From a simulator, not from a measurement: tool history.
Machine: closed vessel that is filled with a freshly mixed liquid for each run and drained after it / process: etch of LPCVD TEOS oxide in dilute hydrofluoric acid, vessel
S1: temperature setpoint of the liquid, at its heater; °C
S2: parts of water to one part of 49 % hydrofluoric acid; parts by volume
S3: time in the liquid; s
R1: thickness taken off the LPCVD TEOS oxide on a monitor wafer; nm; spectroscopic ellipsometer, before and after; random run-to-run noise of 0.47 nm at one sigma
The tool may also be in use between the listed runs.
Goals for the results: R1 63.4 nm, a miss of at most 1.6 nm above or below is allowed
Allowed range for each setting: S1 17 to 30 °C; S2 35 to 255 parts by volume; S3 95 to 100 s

run 1 hour=0 | S1=22 S2=145 S3=95 | R1=24.601
run 2 hour=2.6 | S1=20 S2=145 S3=95 | R1=22.563
run 3 hour=10.8 | S1=23 S2=120 S3=95 | R1=31.904
run 4 hour=14.9 | S1=25 S2=105 S3=95 | R1=40.076
run 5 hour=17.4 | S1=26.5 S2=95 S3=95 | R1=47.419
run 6 hour=19.8 | S1=26.5 S2=95 S3=100 | R1=50.171
-- hour=26.8 hydrofluoric acid flow meter replaced
run 7 hour=26.8 | S1=30 S2=80 S3=100 | R1=80.037
run 8 hour=30.9 | S1=27 S2=80 S3=100 | R1=69.981
run 9 hour=32.1 | S1=26 S2=80 S3=100 | R1=66.577

Pick the move, out of 5, that brings all results within their allowed miss; only one does.
run A hour=33.3 | S1=26 S2=75 S3=95 | R1=?
run B hour=33.3 | S1=24 S2=70 S3=95 | R1=?
run C hour=33.3 | S1=18 S2=60 S3=95 | R1=?
run D hour=33.3 | S1=25 S2=75 S3=100 | R1=?
run E hour=33.3 | S1=30 S2=80 S3=95 | R1=?

move=A R1=68.227
move=B R1=67.912
move=C R1=62.445
move=D R1=69.013
move=E R1=74.217
A: the biggest miss grows against the last run
B: the biggest miss grows against the last run
C: hits every target within its allowed miss
D: the biggest miss grows against the last run
E: the biggest miss grows against the last run
The right move is C.
